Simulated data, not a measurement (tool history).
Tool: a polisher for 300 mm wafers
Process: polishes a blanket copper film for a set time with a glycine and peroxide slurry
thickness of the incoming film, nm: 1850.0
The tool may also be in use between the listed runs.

run	hour	flow of slurry (ml/min)	pressure of the wafer on the pad (psi)	speed of the pad under the wafer (m/s)	polishing time (s)	film removed (Å)
1	0.0	170	2.3	1.02	51	1927.1
2	4.8	135	2.3	1.02	51	1852.9
3	10.8	135	2.3	1.12	51	1995.8
4	14.7	165	2.3	1.12	51	2065.4
5	19.5	165	1.9	1.12	51	1863.7
6	21.7	140	1.9	1.12	51	1812.0
7	25.9	150	2.2	1.12	51	2002.9

The next listed run, before its measurement:
8	26.5	160	2.4	1.12	51	?

{"run 8": {"film removed (Å)": 2124.9}}

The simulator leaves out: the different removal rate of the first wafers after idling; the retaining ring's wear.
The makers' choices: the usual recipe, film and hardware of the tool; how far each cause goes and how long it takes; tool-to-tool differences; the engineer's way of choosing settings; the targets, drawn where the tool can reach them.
